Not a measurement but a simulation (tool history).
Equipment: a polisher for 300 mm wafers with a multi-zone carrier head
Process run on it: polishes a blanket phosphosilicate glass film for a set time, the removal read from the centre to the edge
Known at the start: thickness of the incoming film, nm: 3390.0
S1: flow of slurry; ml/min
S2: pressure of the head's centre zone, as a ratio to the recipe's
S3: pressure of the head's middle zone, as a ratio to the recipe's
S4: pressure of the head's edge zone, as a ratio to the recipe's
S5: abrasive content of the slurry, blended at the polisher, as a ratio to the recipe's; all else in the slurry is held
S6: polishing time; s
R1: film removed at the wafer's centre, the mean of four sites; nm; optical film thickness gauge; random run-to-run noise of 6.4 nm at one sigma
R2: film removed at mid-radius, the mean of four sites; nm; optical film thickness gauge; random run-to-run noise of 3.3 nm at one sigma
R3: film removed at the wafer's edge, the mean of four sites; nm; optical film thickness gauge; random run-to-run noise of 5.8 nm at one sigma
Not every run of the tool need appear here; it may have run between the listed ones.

| run | day | S1 | S2 | S3 | S4 | S5 | S6 | R1 | R2 | R3 |
|---|---|---|---|---|---|---|---|---|---|---|
| 1 | 0.000 | 145 | 1.00 | 1.00 | 1.00 | 1.0 | 85 | 398.27 | 445.66 | 437.73 |
| 2 | 0.292 | 145 | 1.00 | 1.00 | 1.00 | 1.0 | 100 | 462.71 | 518.39 | 521.52 |
| 3 | 0.529 | 145 | 0.94 | 1.00 | 1.00 | 1.0 | 100 | 437.97 | 521.77 | 515.41 |
| 4 | 0.733 | 145 | 0.95 | 0.99 | 1.00 | 1.0 | 100 | 450.84 | 514.51 | 531.22 |
|  | 1.054 | centre zone pressure recalibrated |
| 5 | 1.054 | 145 | 1.02 | 0.99 | 1.00 | 1.0 | 100 | 528.21 | 515.30 | 514.23 |
| 6 | 1.171 | 140 | 1.01 | 0.99 | 1.01 | 1.0 | 100 | 535.93 | 508.36 | 520.78 |

Run 7, settings as shown, results not yet in. Your forecast:
| 7 | 1.229 | 140 | 1.00 | 0.98 | 1.01 | 1.0 | 100 | ? | ? | ? |

Logged for run 7: R1 506.06 nm, R2 508.38 nm, R3 531.73 nm.
